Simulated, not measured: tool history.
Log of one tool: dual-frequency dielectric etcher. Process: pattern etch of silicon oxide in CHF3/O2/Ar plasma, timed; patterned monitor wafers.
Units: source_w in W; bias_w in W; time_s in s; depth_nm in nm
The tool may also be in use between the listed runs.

run 1 day=0 | source_w=620 bias_w=200 time_s=685 | depth_nm=1442.8
run 2 day=0.112 | source_w=720 bias_w=200 time_s=685 | depth_nm=1526.6
run 3 day=0.271 | source_w=680 bias_w=194 time_s=685 | depth_nm=1483.4
run 4 day=0.55 | source_w=640 bias_w=189 time_s=685 | depth_nm=1443.5
run 5 day=0.9 | source_w=640 bias_w=189 time_s=714 | depth_nm=1507.3
run 6 day=1.271 | source_w=710 bias_w=189 time_s=714 | depth_nm=1559.7
run 7 day=1.312 | source_w=680 bias_w=180 time_s=710.5 | depth_nm=1495.5
run 8 day=1.504 | source_w=650 bias_w=174 time_s=709 | depth_nm=1454.9
run 9 day=1.7 | source_w=620 bias_w=169 time_s=707.5 | depth_nm=1416.5
run 10 day=1.9 | source_w=590 bias_w=165 time_s=706.5 | depth_nm=1383.3

The next listed run, before its measurement:
run 11 day=2.088 | source_w=570 bias_w=162 time_s=705.5 | depth_nm=?

Run 11 gave depth_nm 1352.4 nm.
